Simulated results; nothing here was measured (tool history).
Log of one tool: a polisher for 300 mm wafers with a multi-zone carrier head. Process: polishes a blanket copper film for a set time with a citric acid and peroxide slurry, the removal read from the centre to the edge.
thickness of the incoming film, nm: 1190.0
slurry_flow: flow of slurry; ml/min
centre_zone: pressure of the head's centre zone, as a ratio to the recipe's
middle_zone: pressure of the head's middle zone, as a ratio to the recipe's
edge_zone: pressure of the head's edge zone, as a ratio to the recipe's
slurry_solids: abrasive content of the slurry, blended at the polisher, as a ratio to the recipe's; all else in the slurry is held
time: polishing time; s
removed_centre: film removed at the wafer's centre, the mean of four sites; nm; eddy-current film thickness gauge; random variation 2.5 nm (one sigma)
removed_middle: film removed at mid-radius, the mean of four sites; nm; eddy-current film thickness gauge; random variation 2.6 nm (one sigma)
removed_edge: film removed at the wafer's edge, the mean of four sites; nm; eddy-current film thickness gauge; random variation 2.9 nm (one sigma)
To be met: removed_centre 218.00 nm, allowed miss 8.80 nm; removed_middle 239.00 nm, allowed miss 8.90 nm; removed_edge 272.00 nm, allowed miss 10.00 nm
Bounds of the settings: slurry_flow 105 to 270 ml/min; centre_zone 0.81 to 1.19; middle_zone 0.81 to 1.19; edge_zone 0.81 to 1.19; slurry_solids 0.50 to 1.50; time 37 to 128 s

run,hour,slurry_flow,centre_zone,middle_zone,edge_zone,slurry_solids,time,removed_centre,removed_middle,removed_edge
1,0.0,175,1.00,1.00,1.00,1.00,82,196.86,212.74,215.76
2,8.9,175,1.00,1.00,1.00,0.80,82,182.72,197.40,200.79
3,13.7,175,1.00,1.00,1.00,0.90,82,193.54,205.46,210.57
4,21.8,180,0.99,1.00,1.02,0.95,82,194.44,211.21,212.31
5,27.3,170,0.98,0.99,1.02,1.00,83,194.21,210.01,223.15
6,35.1,170,0.98,0.99,1.03,1.05,83,199.51,215.54,218.74
7,36.9,170,0.96,0.97,1.03,1.10,84,204.11,215.86,227.56
# hour 44.0: slurry nozzle cleaned
8,44.0,165,0.94,0.97,1.04,1.15,85,224.76,239.15,253.26

4 next moves are on the table. One of them brings every result within its allowed miss. Which?
A,51.1,150,0.86,0.92,1.12,1.10,90,?,?,?
B,51.1,175,1.03,1.00,1.06,1.15,82,?,?,?
C,51.1,180,1.02,1.03,1.03,1.15,79,?,?,?
D,51.1,230,1.06,1.12,1.07,1.20,71,?,?,?

move,removed_centre,removed_middle,removed_edge
A,213.83,238.00,267.41
B,236.95,239.81,243.89
C,227.44,237.49,232.27
D,221.87,238.36,220.14
A: meets every target
B: further off than the last run
C: further off than the last run
D: further off than the last run
Answer: A
